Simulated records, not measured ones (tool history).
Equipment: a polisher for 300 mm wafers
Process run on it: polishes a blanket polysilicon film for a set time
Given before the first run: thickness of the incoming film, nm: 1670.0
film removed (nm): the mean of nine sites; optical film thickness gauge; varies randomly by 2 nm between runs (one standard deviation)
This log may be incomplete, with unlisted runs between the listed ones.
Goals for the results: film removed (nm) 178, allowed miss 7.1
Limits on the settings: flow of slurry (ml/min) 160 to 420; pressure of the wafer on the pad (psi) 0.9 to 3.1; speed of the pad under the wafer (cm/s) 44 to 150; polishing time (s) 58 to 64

run  hour  flow of slurry (ml/min)  pressure of the wafer on the pad (psi)  speed of the pad under the wafer (cm/s)  polishing time (s)  film removed (nm)
  1     0                      270                                       2                                       96                  64              310.1
  2   7.8                      270                                       2                                       80                  64             256.79
  3  13.2                      270                                       2                                       80                  64             262.19
  4  21.4                      270                                     1.8                                       80                  64              236.6
  5  30.3                      270                                     1.7                                       80                  64             216.93
  6    37                      270                                     1.7                                       92                  64             251.19
  7  38.1                      270                                     1.5                                       92                  64              227.4
  8  41.9                      270                                     1.4                                       92                  64             210.27
  9  47.5                      270                                     1.1                                       92                  64              168.8

Exactly one of the 4 candidate moves below puts every result within its allowed miss. Which one?
  A  53.1                      185                                     1.3                                       90                  60                  ?
  B  53.1                      255                                     1.2                                       92                  58                  ?
  C  53.1                      315                                     1.2                                       90                  58                  ?
  D  53.1                      325                                       1                                       98                  64                  ?

move  film removed (nm)
   A             174.87
   B             164.17
   C             163.17
   D             164.89
A: every result within its allowed miss
B: its largest miss is bigger than the last run's
C: its largest miss is bigger than the last run's
D: its largest miss is bigger than the last run's
Correct choice: A, which meets every target
